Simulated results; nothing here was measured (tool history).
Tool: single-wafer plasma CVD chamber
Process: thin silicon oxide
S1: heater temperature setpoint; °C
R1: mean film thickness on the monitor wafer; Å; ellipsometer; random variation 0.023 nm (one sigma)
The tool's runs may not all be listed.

{"run": 1, "day": 0.0, "S1": 390, "chamber pressure (Torr)": 1.02, "RF power (W)": 325, "deposition time (s)": 4.86, "R1": 114.75}
{"run": 2, "day": 0.142, "S1": 390, "chamber pressure (Torr)": 1.02, "RF power (W)": 365, "deposition time (s)": 4.86, "R1": 121.1}
{"run": 3, "day": 0.396, "S1": 390, "chamber pressure (Torr)": 1.02, "RF power (W)": 405, "deposition time (s)": 4.86, "R1": 126.94}
{"run": 4, "day": 0.608, "S1": 390, "chamber pressure (Torr)": 0.96, "RF power (W)": 405, "deposition time (s)": 4.86, "R1": 122.37}
{"run": 5, "day": 0.65, "S1": 390, "chamber pressure (Torr)": 0.91, "RF power (W)": 405, "deposition time (s)": 4.86, "R1": 117.15}
{"run": 6, "day": 0.9, "S1": 390, "chamber pressure (Torr)": 0.88, "RF power (W)": 405, "deposition time (s)": 4.86, "R1": 114.61}
{"run": 7, "day": 1.204, "S1": 390, "chamber pressure (Torr)": 0.71, "RF power (W)": 400, "deposition time (s)": 4.85, "R1": 95.614}
{"run": 8, "day": 1.296, "S1": 390, "chamber pressure (Torr)": 0.73, "RF power (W)": 400, "deposition time (s)": 4.85, "R1": 98.525}
{"run": 9, "day": 1.6, "S1": 390, "chamber pressure (Torr)": 0.74, "RF power (W)": 400, "deposition time (s)": 4.85, "R1": 99.342}

The next listed run, before its measurement:
{"run": 10, "day": 1.796, "S1": 390, "chamber pressure (Torr)": 0.75, "RF power (W)": 400, "deposition time (s)": 4.85, "R1": "?"}

{"run 10": {"R1": 100.85}}
